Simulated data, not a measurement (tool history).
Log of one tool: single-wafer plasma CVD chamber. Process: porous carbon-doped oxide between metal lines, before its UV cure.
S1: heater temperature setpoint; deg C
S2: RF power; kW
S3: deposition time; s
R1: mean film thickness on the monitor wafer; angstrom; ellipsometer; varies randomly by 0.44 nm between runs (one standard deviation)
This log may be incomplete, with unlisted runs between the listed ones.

| run | hour | S1 | S2 | S3 | R1 |
|---|---|---|---|---|---|
| 1 | 0.0 | 300 | 0.640 | 25.4 | 1774.1 |
| 2 | 8.6 | 300 | 0.640 | 25.4 | 1768.3 |
| 3 | 13.9 | 295 | 0.650 | 25.4 | 1829.5 |
| 4 | 15.4 | 292 | 0.665 | 25.4 | 1883.5 |
| 5 | 20.3 | 292 | 0.665 | 26.1 | 1939.5 |
| 6 | 21.3 | 292 | 0.625 | 26.1 | 1877.9 |
| 7 | 27.5 | 292 | 0.625 | 26.1 | 1872.4 |

Run 8, settings as shown, results not yet in. Your forecast:
| 8 | 29.3 | 289 | 0.635 | 26.1 | ? |

For run 8 the tool returned R1 1919.3 angstrom.
